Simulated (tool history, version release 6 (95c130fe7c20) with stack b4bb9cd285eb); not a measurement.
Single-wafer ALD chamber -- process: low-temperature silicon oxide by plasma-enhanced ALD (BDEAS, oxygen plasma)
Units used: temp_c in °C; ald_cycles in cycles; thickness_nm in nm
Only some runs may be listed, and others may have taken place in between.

run	day	temp_c	ald_cycles	thickness_nm
1	0.000	115	61	8.8506
2	0.371	115	53	7.6834
3	0.396	115	48	6.9360
4	0.729	113	52	7.5965
5	0.950	109	55	7.9930
6	1.242	109	48	7.0337

Forecast run 7:
7	1.267	108	52	?

For run 7 the tool returned thickness_nm 7.6109 nm.
